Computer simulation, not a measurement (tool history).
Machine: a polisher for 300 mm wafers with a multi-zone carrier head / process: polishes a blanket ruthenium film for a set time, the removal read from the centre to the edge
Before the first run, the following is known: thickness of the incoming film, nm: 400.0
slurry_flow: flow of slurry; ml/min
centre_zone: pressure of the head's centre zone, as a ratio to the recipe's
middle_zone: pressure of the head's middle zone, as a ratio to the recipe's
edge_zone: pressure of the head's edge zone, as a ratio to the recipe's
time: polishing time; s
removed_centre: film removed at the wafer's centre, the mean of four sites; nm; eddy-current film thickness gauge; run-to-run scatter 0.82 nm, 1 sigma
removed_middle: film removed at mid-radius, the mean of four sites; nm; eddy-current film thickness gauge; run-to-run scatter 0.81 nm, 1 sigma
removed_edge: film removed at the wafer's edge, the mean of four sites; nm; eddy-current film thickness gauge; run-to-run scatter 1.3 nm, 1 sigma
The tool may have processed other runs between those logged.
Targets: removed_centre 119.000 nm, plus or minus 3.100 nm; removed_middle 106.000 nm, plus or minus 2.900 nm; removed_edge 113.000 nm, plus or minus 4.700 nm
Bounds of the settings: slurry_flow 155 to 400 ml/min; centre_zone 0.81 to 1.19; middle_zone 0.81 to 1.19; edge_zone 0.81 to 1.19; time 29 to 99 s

{"run": 1, "hour": 0.0, "slurry_flow": 255, "centre_zone": 1.0, "middle_zone": 1.0, "edge_zone": 1.0, "time": 64, "removed_centre": 90.488, "removed_middle": 87.883, "removed_edge": 90.815}
{"run": 2, "hour": 7.1, "slurry_flow": 290, "centre_zone": 1.0, "middle_zone": 1.0, "edge_zone": 1.0, "time": 64, "removed_centre": 90.505, "removed_middle": 91.036, "removed_edge": 91.239}
{"run": 3, "hour": 10.6, "slurry_flow": 290, "centre_zone": 1.03, "middle_zone": 1.0, "edge_zone": 1.03, "time": 66, "removed_centre": 98.463, "removed_middle": 92.173, "removed_edge": 96.021}
{"run": 4, "hour": 19.2, "slurry_flow": 290, "centre_zone": 1.11, "middle_zone": 1.0, "edge_zone": 1.03, "time": 66, "removed_centre": 105.14, "removed_middle": 93.747, "removed_edge": 95.988}
{"run": 5, "hour": 21.1, "slurry_flow": 290, "centre_zone": 1.11, "middle_zone": 1.0, "edge_zone": 1.03, "time": 80, "removed_centre": 128.69, "removed_middle": 112.5, "removed_edge": 115.5}
{"run": 6, "hour": 26.9, "slurry_flow": 290, "centre_zone": 1.11, "middle_zone": 1.0, "edge_zone": 1.03, "time": 92, "removed_centre": 146.0, "removed_middle": 130.67, "removed_edge": 132.59}
{"run": 7, "hour": 34.4, "slurry_flow": 280, "centre_zone": 1.09, "middle_zone": 0.97, "edge_zone": 1.0, "time": 91, "removed_centre": 140.95, "removed_middle": 125.32, "removed_edge": 128.3}
{"run": 8, "hour": 36.6, "slurry_flow": 270, "centre_zone": 1.07, "middle_zone": 0.95, "edge_zone": 0.98, "time": 91, "removed_centre": 137.95, "removed_middle": 121.82, "removed_edge": 127.24}
{"run": 9, "hour": 42.2, "slurry_flow": 260, "centre_zone": 1.05, "middle_zone": 0.94, "edge_zone": 0.96, "time": 90, "removed_centre": 134.45, "removed_middle": 119.59, "removed_edge": 125.63}
{"run": 10, "hour": 44.9, "slurry_flow": 255, "centre_zone": 1.04, "middle_zone": 0.93, "edge_zone": 0.94, "time": 89, "removed_centre": 129.65, "removed_middle": 117.36, "removed_edge": 121.01}
{"run": 11, "hour": 50.0, "slurry_flow": 245, "centre_zone": 1.03, "middle_zone": 0.92, "edge_zone": 0.93, "time": 89, "removed_centre": 127.77, "removed_middle": 113.75, "removed_edge": 121.08}
{"run": 12, "hour": 55.7, "slurry_flow": 235, "centre_zone": 1.02, "middle_zone": 0.92, "edge_zone": 0.91, "time": 89, "removed_centre": 127.43, "removed_middle": 114.44, "removed_edge": 120.65}
{"run": 13, "hour": 57.3, "slurry_flow": 235, "centre_zone": 1.01, "middle_zone": 0.91, "edge_zone": 0.9, "time": 88, "removed_centre": 123.72, "removed_middle": 114.5, "removed_edge": 120.79}

Which one of the following 4 next-run settings gets every result inside its allowed miss? There is exactly one.
{"run": "A", "hour": 58.9, "slurry_flow": 270, "centre_zone": 0.93, "middle_zone": 1.02, "edge_zone": 0.83, "time": 89, "removed_centre": "?", "removed_middle": "?", "removed_edge": "?"}
{"run": "B", "hour": 58.9, "slurry_flow": 275, "centre_zone": 1.04, "middle_zone": 0.92, "edge_zone": 0.96, "time": 81, "removed_centre": "?", "removed_middle": "?", "removed_edge": "?"}
{"run": "C", "hour": 58.9, "slurry_flow": 210, "centre_zone": 1.08, "middle_zone": 0.84, "edge_zone": 0.93, "time": 87, "removed_centre": "?", "removed_middle": "?", "removed_edge": "?"}
{"run": "D", "hour": 58.9, "slurry_flow": 280, "centre_zone": 1.01, "middle_zone": 1.04, "edge_zone": 0.81, "time": 86, "removed_centre": "?", "removed_middle": "?", "removed_edge": "?"}

move=A removed_centre=117.090 removed_middle=124.480 removed_edge=114.280
move=B removed_centre=119.420 removed_middle=105.110 removed_edge=110.600
move=C removed_centre=129.270 removed_middle=102.980 removed_edge=114.990
move=D removed_centre=123.420 removed_middle=122.390 removed_edge=109.640
A: lands further from the targets than the last run did
B: in spec on every target
C: the result that was furthest off in the last run now lies on the other side of its target
D: lands further from the targets than the last run did
Correct choice: B, which meets every target
